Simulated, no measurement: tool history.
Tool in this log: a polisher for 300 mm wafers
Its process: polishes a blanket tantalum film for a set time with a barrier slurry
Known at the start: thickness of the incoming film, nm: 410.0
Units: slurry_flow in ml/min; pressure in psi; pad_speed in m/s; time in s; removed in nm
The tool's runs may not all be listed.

run,hour,slurry_flow,pressure,pad_speed,slurry_solids,time,removed
1,0,230,2,1.12,1,37,63.741
2,2.8,230,2.2,1.12,1,37,69.468
3,3.3,230,2.4,1.12,1,37,76.277
4,10,230,2.4,1.12,1.1,37,78.423
5,18,230,2.5,1.12,1.1,37,82.373
6,20.5,230,2.5,1.12,1.1,33,73.148
7,26.4,230,2.7,1.14,1.1,33,78.684
8,29.4,230,2.8,1.16,1.1,33,82.817

Run 9 has not been measured yet. What should we expect?
9,32.5,230,2.9,1.18,1.1,33,?

{"run 9": {"removed": 86.898}}
